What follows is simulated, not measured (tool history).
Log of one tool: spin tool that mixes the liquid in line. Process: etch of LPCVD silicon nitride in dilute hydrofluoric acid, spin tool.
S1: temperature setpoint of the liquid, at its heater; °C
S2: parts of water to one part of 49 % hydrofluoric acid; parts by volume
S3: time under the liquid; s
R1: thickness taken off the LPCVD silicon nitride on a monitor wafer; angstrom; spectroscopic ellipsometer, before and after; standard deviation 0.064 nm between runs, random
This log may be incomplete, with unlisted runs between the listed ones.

Run 1, day 0: S1 23 °C, S2 135 parts by volume, S3 90 s. Result: R1 3.1498 angstrom.
Run 2, day 0.096: S1 25 °C, S2 110 parts by volume, S3 90 s. Result: R1 4.229 angstrom.
Run 3, day 0.288: S1 25 °C, S2 125 parts by volume, S3 90 s. Result: R1 3.6732 angstrom.
Run 4, day 0.542: S1 23.5 °C, S2 125 parts by volume, S3 90 s. Result: R1 3.2931 angstrom.
Run 5, day 0.571: S1 23.5 °C, S2 125 parts by volume, S3 90 s. Result: R1 3.3907 angstrom.
Run 6, day 0.912: S1 23.5 °C, S2 100 parts by volume, S3 90 s. Result: R1 4.4701 angstrom.

What does the tool deliver on the next run?
Run 7, day 1.175: S1 25 °C, S2 85 parts by volume, S3 90 s. Result: R1 ?.

R1: 5.5523 angstrom

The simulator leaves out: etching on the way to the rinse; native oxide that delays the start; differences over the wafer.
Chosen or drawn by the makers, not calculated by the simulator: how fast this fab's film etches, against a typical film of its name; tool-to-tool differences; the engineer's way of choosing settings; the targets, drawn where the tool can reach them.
